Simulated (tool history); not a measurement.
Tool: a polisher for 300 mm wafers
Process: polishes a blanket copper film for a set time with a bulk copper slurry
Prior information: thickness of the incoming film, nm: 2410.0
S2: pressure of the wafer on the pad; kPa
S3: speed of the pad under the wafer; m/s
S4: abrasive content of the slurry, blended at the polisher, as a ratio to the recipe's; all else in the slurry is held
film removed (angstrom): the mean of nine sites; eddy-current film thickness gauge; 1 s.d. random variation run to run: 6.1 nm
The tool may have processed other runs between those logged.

{"run": 1, "hour": 0.0, "flow of slurry (ml/min)": 185, "S2": 14.5, "S3": 1.22, "S4": 1.0, "polishing time (s)": 32, "film removed (angstrom)": 3115.2}
{"run": 2, "hour": 4.7, "flow of slurry (ml/min)": 185, "S2": 15.2, "S3": 1.22, "S4": 1.0, "polishing time (s)": 32, "film removed (angstrom)": 3233.7}
{"run": 3, "hour": 8.5, "flow of slurry (ml/min)": 185, "S2": 15.2, "S3": 1.22, "S4": 1.0, "polishing time (s)": 28, "film removed (angstrom)": 2767.3}
{"run": 4, "hour": 17.3, "flow of slurry (ml/min)": 185, "S2": 16.5, "S3": 1.24, "S4": 1.0, "polishing time (s)": 28, "film removed (angstrom)": 3060.3}
{"run": 5, "hour": 25.8, "flow of slurry (ml/min)": 185, "S2": 13.8, "S3": 1.24, "S4": 1.0, "polishing time (s)": 28, "film removed (angstrom)": 2622.6}
{"run": 6, "hour": 34.8, "flow of slurry (ml/min)": 185, "S2": 15.2, "S3": 1.26, "S4": 1.0, "polishing time (s)": 28, "film removed (angstrom)": 2934.7}
{"run": 7, "hour": 38.5, "flow of slurry (ml/min)": 185, "S2": 16.5, "S3": 1.28, "S4": 1.0, "polishing time (s)": 28, "film removed (angstrom)": 3155.6}
{"run": 8, "hour": 41.6, "flow of slurry (ml/min)": 185, "S2": 17.9, "S3": 1.3, "S4": 1.0, "polishing time (s)": 28, "film removed (angstrom)": 3617.2}

Run 9 is up next; what results do you expect?
{"run": 9, "hour": 44.1, "flow of slurry (ml/min)": 185, "S2": 18.6, "S3": 1.3, "S4": 1.0, "polishing time (s)": 28, "film removed (angstrom)": "?"}

{"run 9": {"film removed (angstrom)": 3603.9}}
